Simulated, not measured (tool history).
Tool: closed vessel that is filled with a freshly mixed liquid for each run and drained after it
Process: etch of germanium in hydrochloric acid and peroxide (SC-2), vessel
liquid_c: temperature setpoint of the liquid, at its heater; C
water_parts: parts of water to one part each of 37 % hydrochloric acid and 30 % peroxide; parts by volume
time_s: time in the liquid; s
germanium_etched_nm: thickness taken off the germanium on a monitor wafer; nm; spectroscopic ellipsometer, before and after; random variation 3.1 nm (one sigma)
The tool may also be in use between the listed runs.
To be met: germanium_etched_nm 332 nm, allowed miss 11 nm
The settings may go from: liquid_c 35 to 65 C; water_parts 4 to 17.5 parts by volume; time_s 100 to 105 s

| run | hour | liquid_c | water_parts | time_s | germanium_etched_nm |
|---|---|---|---|---|---|
| 1 | 0 | 49 | 9.5 | 100 | 265.41 |
| 2 | 4.9 | 51 | 9.5 | 100 | 284.46 |
| 3 | 10.1 | 51 | 12 | 100 | 274.51 |
| 4 | 11.5 | 54 | 12 | 100 | 303.37 |
| 5 | 20 | 54 | 12 | 105 | 318.34 |
| 6 | 25.5 | 54 | 12 | 100 | 302.13 |
| 7 | 33.4 | 55 | 12 | 100 | 315.62 |
| 8 | 41.3 | 55.5 | 12 | 100 | 312.79 |

Which of these 4 next moves meets every target?
| A | 49.2 | 50.5 | 10.5 | 105 | ? |
| B | 49.2 | 53.5 | 13 | 100 | ? |
| C | 49.2 | 52.5 | 13.5 | 105 | ? |
| D | 49.2 | 57 | 15 | 105 | ? |

| move | germanium_etched_nm |
|---|---|
| A | 292.67 |
| B | 298.09 |
| C | 302.06 |
| D | 340.03 |
A: further off than the last run
B: further off than the last run
C: further off than the last run
D: meets every target
Answer: D
